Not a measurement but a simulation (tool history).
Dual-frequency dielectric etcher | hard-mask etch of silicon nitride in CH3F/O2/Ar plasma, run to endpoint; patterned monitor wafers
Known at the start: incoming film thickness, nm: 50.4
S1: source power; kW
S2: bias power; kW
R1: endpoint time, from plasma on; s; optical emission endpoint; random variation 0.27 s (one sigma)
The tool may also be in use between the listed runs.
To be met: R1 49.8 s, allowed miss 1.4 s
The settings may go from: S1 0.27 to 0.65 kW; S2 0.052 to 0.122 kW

run,day,S1,S2,R1
1,0,0.46,0.087,58.788
2,0.162,0.46,0.095,56.345
3,0.362,0.46,0.085,59.539
4,0.483,0.46,0.094,56.75
5,0.754,0.46,0.101,55.338
6,1.067,0.49,0.103,53.28
7,1.333,0.51,0.104,52.165
8,1.375,0.52,0.105,51.379

Which of these 5 next moves meets every target?
A,1.417,0.64,0.103,?
B,1.417,0.51,0.099,?
C,1.417,0.54,0.111,?
D,1.417,0.5,0.102,?
E,1.417,0.51,0.1,?

move,R1
A,47.33
B,53.384
C,49.633
D,53.242
E,53.169
A: takes the result that was furthest off past its target
B: further off than the last run
C: meets every target
D: further off than the last run
E: further off than the last run
The right move is C.

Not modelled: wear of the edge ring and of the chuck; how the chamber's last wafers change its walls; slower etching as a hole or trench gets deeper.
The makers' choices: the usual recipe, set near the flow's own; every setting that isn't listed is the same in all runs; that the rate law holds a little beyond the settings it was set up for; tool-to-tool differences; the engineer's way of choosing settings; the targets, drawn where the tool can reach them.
